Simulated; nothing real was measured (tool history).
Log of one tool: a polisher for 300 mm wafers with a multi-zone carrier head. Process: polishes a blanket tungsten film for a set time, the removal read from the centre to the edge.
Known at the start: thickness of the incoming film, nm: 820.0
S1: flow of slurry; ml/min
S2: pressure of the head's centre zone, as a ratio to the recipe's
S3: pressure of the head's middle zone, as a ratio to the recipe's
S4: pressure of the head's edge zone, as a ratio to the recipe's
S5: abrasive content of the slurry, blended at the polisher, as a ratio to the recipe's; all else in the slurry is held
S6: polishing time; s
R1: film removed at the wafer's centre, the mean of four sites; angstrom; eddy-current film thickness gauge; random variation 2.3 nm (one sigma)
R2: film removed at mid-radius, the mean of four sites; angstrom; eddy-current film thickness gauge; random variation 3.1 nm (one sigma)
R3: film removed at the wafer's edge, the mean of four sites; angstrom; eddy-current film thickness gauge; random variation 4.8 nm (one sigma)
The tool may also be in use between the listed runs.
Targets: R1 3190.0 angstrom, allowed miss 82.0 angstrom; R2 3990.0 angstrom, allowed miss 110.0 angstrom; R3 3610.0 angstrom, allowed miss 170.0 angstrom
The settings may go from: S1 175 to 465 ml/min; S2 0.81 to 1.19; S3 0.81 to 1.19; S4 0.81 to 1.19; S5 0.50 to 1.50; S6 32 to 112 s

Run 1, hour 0.0: S1 295 ml/min, S2 1.00, S3 1.00, S4 1.00, S5 1.00, S6 72 s. Result: R1 3020.3 angstrom, R2 2948.9 angstrom, R3 3041.9 angstrom.
Run 2, hour 8.2: S1 220 ml/min, S2 1.00, S3 1.00, S4 1.00, S5 1.00, S6 72 s. Result: R1 2919.6 angstrom, R2 2907.2 angstrom, R3 2911.7 angstrom.
Run 3, hour 10.4: S1 220 ml/min, S2 1.00, S3 1.00, S4 1.00, S5 0.85, S6 72 s. Result: R1 2824.5 angstrom, R2 2794.7 angstrom, R3 2867.0 angstrom.
Run 4, hour 18.9: S1 240 ml/min, S2 0.98, S3 1.05, S4 1.05, S5 1.05, S6 73 s. Result: R1 2951.5 angstrom, R2 3112.1 angstrom, R3 3149.9 angstrom.
Run 5, hour 20.5: S1 255 ml/min, S2 0.97, S3 1.09, S4 1.05, S5 1.15, S6 73 s. Result: R1 3005.4 angstrom, R2 3294.5 angstrom, R3 3154.6 angstrom.
Run 6, hour 28.0: S1 255 ml/min, S2 0.97, S3 1.09, S4 1.12, S5 1.15, S6 73 s. Result: R1 2969.8 angstrom, R2 3274.1 angstrom, R3 3257.5 angstrom.
Run 7, hour 37.0: S1 255 ml/min, S2 0.97, S3 1.09, S4 1.12, S5 1.15, S6 73 s. Result: R1 3017.8 angstrom, R2 3267.1 angstrom, R3 3301.0 angstrom.
Run 8, hour 39.1: S1 270 ml/min, S2 0.95, S3 1.12, S4 1.12, S5 1.25, S6 74 s. Result: R1 3077.0 angstrom, R2 3439.0 angstrom, R3 3366.1 angstrom.
Run 9, hour 42.6: S1 265 ml/min, S2 0.93, S3 1.14, S4 1.11, S5 1.30, S6 76 s. Result: R1 3027.1 angstrom, R2 3703.5 angstrom, R3 3442.2 angstrom.
Run 10, hour 44.5: S1 280 ml/min, S2 0.93, S3 1.15, S4 1.12, S5 1.35, S6 76 s. Result: R1 3104.5 angstrom, R2 3760.1 angstrom, R3 3491.6 angstrom.
Run 11, hour 46.5: S1 285 ml/min, S2 0.93, S3 1.16, S4 1.13, S5 1.40, S6 76 s. Result: R1 3133.2 angstrom, R2 3821.3 angstrom, R3 3555.7 angstrom.
Run 12, hour 52.1: S1 290 ml/min, S2 0.93, S3 1.17, S4 1.13, S5 1.40, S6 76 s. Result: R1 3117.1 angstrom, R2 3825.6 angstrom, R3 3545.1 angstrom.

4 next moves are on the table. One of them brings every result within its allowed miss. Which?
Run A, hour 57.7: S1 245 ml/min, S2 0.88, S3 1.19, S4 1.19, S5 1.20, S6 81 s. Result: R1 ?, R2 ?, R3 ?.
Run B, hour 57.7: S1 290 ml/min, S2 0.95, S3 1.19, S4 1.12, S5 1.45, S6 78 s. Result: R1 ?, R2 ?, R3 ?.
Run C, hour 57.7: S1 225 ml/min, S2 0.92, S3 1.18, S4 1.09, S5 1.35, S6 81 s. Result: R1 ?, R2 ?, R3 ?.
Run D, hour 57.7: S1 315 ml/min, S2 0.88, S3 1.05, S4 1.13, S5 1.50, S6 85 s. Result: R1 ?, R2 ?, R3 ?.

move      R1      R2      R3
   A  3019.1  3950.6  3718.0
   B  3314.6  4015.1  3670.7
   C  3185.1  3966.3  3638.5
   D  3400.7  3989.0  4073.7
A: brings the result that was furthest off to its target, and leaves another outside
B: brings the result that was furthest off to its target, and leaves another outside
C: meets every target
D: brings the result that was furthest off to its target, and leaves another outside
Move C is the one to make.
